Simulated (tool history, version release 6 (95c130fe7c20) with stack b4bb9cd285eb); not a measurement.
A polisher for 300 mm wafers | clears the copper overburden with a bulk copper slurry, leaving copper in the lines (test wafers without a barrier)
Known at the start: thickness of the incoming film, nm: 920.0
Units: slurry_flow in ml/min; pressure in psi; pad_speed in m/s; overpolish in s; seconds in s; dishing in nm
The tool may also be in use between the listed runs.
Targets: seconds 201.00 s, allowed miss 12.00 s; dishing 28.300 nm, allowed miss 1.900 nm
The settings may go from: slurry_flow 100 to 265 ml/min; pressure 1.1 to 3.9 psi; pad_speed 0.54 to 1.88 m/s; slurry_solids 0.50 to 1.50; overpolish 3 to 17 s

{"run": 1, "day": 0.0, "slurry_flow": 170, "pressure": 2.5, "pad_speed": 1.2, "slurry_solids": 1.0, "overpolish": 9, "seconds": 112.17, "dishing": 46.146}
{"run": 2, "day": 0.375, "slurry_flow": 170, "pressure": 2.3, "pad_speed": 1.2, "slurry_solids": 1.0, "overpolish": 9, "seconds": 123.91, "dishing": 42.698}
{"run": 3, "day": 0.654, "slurry_flow": 170, "pressure": 2.1, "pad_speed": 1.2, "slurry_solids": 1.0, "overpolish": 9, "seconds": 133.98, "dishing": 40.042}
{"run": 4, "day": 0.867, "slurry_flow": 170, "pressure": 1.8, "pad_speed": 1.2, "slurry_solids": 1.0, "overpolish": 9, "seconds": 148.72, "dishing": 34.455}
{"run": 5, "day": 0.992, "slurry_flow": 195, "pressure": 1.8, "pad_speed": 1.2, "slurry_solids": 1.0, "overpolish": 9, "seconds": 150.22, "dishing": 34.748}
{"run": 6, "day": 1.038, "slurry_flow": 195, "pressure": 1.7, "pad_speed": 1.2, "slurry_solids": 1.0, "overpolish": 9, "seconds": 161.98, "dishing": 34.64}
{"run": 7, "day": 1.296, "slurry_flow": 195, "pressure": 1.6, "pad_speed": 1.2, "slurry_solids": 1.0, "overpolish": 9, "seconds": 168.42, "dishing": 31.798}
{"run": 8, "day": 1.392, "slurry_flow": 195, "pressure": 1.5, "pad_speed": 1.2, "slurry_solids": 1.0, "overpolish": 9, "seconds": 182.14, "dishing": 29.665}

4 next moves are on the table. One of them brings every result within its allowed miss. Which?
{"run": "A", "day": 1.488, "slurry_flow": 155, "pressure": 1.9, "pad_speed": 1.4, "slurry_solids": 0.95, "overpolish": 6, "seconds": "?", "dishing": "?"}
{"run": "B", "day": 1.488, "slurry_flow": 225, "pressure": 1.3, "pad_speed": 1.18, "slurry_solids": 1.15, "overpolish": 9, "seconds": "?", "dishing": "?"}
{"run": "C", "day": 1.488, "slurry_flow": 195, "pressure": 1.3, "pad_speed": 1.38, "slurry_solids": 1.2, "overpolish": 8, "seconds": "?", "dishing": "?"}
{"run": "D", "day": 1.488, "slurry_flow": 180, "pressure": 1.3, "pad_speed": 1.38, "slurry_solids": 1.0, "overpolish": 7, "seconds": "?", "dishing": "?"}

move=A seconds=129.55 dishing=28.685
move=B seconds=196.04 dishing=27.633
move=C seconds=169.22 dishing=28.300
move=D seconds=181.19 dishing=23.946
A: further off than the last run
B: meets every target
C: further off than the last run
D: further off than the last run
Answer: B

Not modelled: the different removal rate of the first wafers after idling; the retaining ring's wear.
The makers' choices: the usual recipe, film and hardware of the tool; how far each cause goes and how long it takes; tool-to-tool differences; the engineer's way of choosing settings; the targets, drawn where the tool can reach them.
